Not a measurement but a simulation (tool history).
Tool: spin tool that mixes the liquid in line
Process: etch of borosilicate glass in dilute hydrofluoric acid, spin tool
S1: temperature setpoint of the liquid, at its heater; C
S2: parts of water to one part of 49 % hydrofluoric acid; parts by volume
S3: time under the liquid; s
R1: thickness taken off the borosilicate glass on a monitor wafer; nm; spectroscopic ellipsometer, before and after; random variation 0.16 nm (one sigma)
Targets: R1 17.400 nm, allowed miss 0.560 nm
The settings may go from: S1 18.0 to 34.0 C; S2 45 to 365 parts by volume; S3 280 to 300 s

run	hour	S1	S2	S3	R1
1	0.0	26.0	205	280	24.883
2	5.5	26.0	155	280	33.908
3	10.7	26.0	115	280	48.612
4	17.5	26.0	80	280	73.090
5	24.8	26.0	105	280	53.695
6	26.2	24.0	105	280	49.880
7	27.8	22.5	130	280	36.980
8	30.6	21.5	150	280	30.177
9	31.8	20.5	165	280	25.697

Which of these 5 next moves meets every target?
A	33.0	20.0	225	280	?
B	33.0	22.5	150	300	?
C	33.0	19.5	110	300	?
D	33.0	26.5	285	280	?
E	33.0	18.0	200	280	?

move	R1
A	17.574
B	33.578
C	42.440
D	16.514
E	18.734
A: meets every target
B: further off than the last run
C: further off than the last run
D: takes the result that was furthest off past its target
E: nearer than the last run, and not there yet
Move A is the one to make.

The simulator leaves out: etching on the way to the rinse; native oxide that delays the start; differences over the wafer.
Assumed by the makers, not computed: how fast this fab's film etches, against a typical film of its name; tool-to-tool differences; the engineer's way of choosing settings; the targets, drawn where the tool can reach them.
